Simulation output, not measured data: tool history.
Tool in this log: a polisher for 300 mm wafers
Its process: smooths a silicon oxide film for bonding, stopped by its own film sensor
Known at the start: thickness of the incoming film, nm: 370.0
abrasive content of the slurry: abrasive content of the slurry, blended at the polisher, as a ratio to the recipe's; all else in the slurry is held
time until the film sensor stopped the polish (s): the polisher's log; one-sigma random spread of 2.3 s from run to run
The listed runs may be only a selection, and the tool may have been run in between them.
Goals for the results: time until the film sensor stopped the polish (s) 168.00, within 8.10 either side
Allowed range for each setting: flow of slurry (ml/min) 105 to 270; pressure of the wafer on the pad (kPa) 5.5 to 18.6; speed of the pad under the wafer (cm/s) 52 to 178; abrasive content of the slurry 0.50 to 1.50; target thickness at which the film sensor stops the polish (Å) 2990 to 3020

| run | hour | flow of slurry (ml/min) | pressure of the wafer on the pad (kPa) | speed of the pad under the wafer (cm/s) | abrasive content of the slurry | target thickness at which the film sensor stops the polish (Å) | time until the film sensor stopped the polish (s) |
|---|---|---|---|---|---|---|---|
| 1 | 0.0 | 175 | 11.7 | 114 | 1.00 | 3020 | 132.72 |
| 2 | 2.9 | 175 | 11.7 | 114 | 1.10 | 3020 | 121.44 |
| 3 | 5.5 | 175 | 11.7 | 114 | 1.10 | 2990 | 126.86 |
| 4 | 7.1 | 175 | 11.0 | 114 | 1.10 | 2990 | 135.66 |
| 5 | 8.8 | 195 | 11.0 | 114 | 1.10 | 2990 | 136.09 |
| 6 | 10.4 | 195 | 10.3 | 114 | 1.10 | 2990 | 144.10 |
| 7 | 16.0 | 195 | 9.7 | 114 | 1.10 | 2990 | 154.29 |
|  | 21.1 | slurry blender recalibrated |
| 8 | 21.1 | 195 | 9.0 | 114 | 1.10 | 2990 | 153.41 |

Below are 5 possible settings for the next run. Only one of them brings all results inside the allowed miss of their targets. Which is it?
| A | 26.2 | 215 | 8.3 | 100 | 1.05 | 2990 | ? |
| B | 26.2 | 205 | 9.0 | 126 | 1.05 | 3020 | ? |
| C | 26.2 | 180 | 9.7 | 116 | 1.10 | 2990 | ? |
| D | 26.2 | 210 | 10.3 | 90 | 1.15 | 3020 | ? |
| E | 26.2 | 220 | 9.0 | 98 | 1.10 | 2990 | ? |

| move | time until the film sensor stopped the polish (s) |
|---|---|
| A | 182.66 |
| B | 141.72 |
| C | 143.90 |
| D | 144.41 |
| E | 167.27 |
A: takes the biggest miss from the last run beyond its target
B: moves away from the targets compared with the last run
C: moves away from the targets compared with the last run
D: moves away from the targets compared with the last run
E: in spec on every target
Correct choice: E, which meets every target
